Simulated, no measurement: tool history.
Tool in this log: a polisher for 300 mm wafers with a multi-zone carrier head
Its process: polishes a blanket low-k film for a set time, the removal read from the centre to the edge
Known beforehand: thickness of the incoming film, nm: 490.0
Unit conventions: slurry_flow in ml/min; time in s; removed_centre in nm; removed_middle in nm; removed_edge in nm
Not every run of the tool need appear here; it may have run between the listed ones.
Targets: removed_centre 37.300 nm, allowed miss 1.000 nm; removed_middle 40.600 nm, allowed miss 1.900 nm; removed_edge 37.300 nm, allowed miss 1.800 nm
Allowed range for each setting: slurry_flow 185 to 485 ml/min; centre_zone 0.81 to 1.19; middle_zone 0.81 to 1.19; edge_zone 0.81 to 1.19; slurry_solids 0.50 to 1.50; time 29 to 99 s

run,hour,slurry_flow,centre_zone,middle_zone,edge_zone,slurry_solids,time,removed_centre,removed_middle,removed_edge
1,0.0,310,1.00,1.00,1.00,1.00,64,31.818,32.155,31.810
2,1.8,310,1.00,1.00,1.08,1.00,64,32.216,33.577,31.934
3,5.4,310,1.00,1.00,1.09,1.05,64,32.316,33.758,32.571
4,6.0,310,1.00,1.00,1.17,1.05,64,32.610,32.436,34.089
5,9.0,310,0.96,1.00,1.17,1.05,64,31.047,33.365,34.358
6,15.3,310,1.03,1.00,1.17,1.05,64,33.255,33.280,34.109
7,24.2,315,1.03,1.02,1.17,1.10,64,34.168,34.264,35.085
8,26.7,320,1.04,1.04,1.17,1.10,64,34.131,35.755,35.144
9,30.3,325,1.05,1.05,1.17,1.10,64,34.557,35.427,35.509
10,35.5,325,1.06,1.07,1.16,1.10,64,35.015,36.100,34.212
11,42.0,330,1.06,1.08,1.16,1.10,64,35.154,35.963,34.505
12,44.5,330,1.06,1.09,1.16,1.15,64,35.603,38.140,35.402
13,48.4,355,1.08,1.11,1.19,1.20,64,37.373,38.562,35.382

Consider the 4 candidate settings below. Which is the only one whose results all fall within their allowed miss of target?
A,52.3,445,1.11,1.19,1.00,1.40,58,?,?,?
B,52.3,280,1.00,1.16,1.19,1.05,69,?,?,?
C,52.3,435,1.01,1.09,1.11,1.05,71,?,?,?
D,52.3,425,1.08,1.17,1.10,1.25,62,?,?,?

move,removed_centre,removed_middle,removed_edge
A,37.116,39.206,32.459
B,34.534,39.833,37.164
C,37.494,40.436,38.071
D,37.078,39.695,34.992
A: the worst result of the last run now meets its target, but another is out of spec
B: the worst result of the last run now meets its target, but another is out of spec
C: meets every target
D: the worst result of the last run now meets its target, but another is out of spec
So the answer is move C, the one that meets all the targets.

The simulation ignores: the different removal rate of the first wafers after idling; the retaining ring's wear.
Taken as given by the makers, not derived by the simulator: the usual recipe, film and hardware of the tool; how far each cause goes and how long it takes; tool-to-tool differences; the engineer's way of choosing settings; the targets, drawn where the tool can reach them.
